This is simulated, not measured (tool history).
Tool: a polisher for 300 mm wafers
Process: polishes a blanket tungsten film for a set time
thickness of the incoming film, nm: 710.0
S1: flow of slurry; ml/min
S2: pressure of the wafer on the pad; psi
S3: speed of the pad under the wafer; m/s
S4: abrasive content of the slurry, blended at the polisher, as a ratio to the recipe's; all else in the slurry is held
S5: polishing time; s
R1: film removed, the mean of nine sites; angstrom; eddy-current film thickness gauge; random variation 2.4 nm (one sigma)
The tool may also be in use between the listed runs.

{"run": 1, "hour": 0.0, "S1": 205, "S2": 3.3, "S3": 1.0, "S4": 1.0, "S5": 77, "R1": 2951.4}
{"run": 2, "hour": 6.3, "S1": 205, "S2": 3.3, "S3": 1.0, "S4": 1.0, "S5": 77, "R1": 2898.9}
{"run": 3, "hour": 11.1, "S1": 205, "S2": 3.3, "S3": 1.0, "S4": 1.0, "S5": 77, "R1": 2918.8}
{"run": 4, "hour": 14.0, "S1": 205, "S2": 3.1, "S3": 1.0, "S4": 1.0, "S5": 77, "R1": 2858.2}
{"hour": 15.1, "done": "slurry tank refilled with fresh slurry and peroxide"}
{"run": 5, "hour": 15.1, "S1": 205, "S2": 2.8, "S3": 0.98, "S4": 1.0, "S5": 77, "R1": 3244.9}
{"run": 6, "hour": 20.2, "S1": 205, "S2": 2.8, "S3": 0.98, "S4": 1.0, "S5": 77, "R1": 3291.5}
{"run": 7, "hour": 24.7, "S1": 200, "S2": 1.8, "S3": 0.86, "S4": 1.0, "S5": 77, "R1": 2326.3}

Run 8 comes next. What will it give?
{"run": 8, "hour": 28.3, "S1": 195, "S2": 1.7, "S3": 0.84, "S4": 1.0, "S5": 77, "R1": "?"}

Run 8 gave R1 2139.1 angstrom.

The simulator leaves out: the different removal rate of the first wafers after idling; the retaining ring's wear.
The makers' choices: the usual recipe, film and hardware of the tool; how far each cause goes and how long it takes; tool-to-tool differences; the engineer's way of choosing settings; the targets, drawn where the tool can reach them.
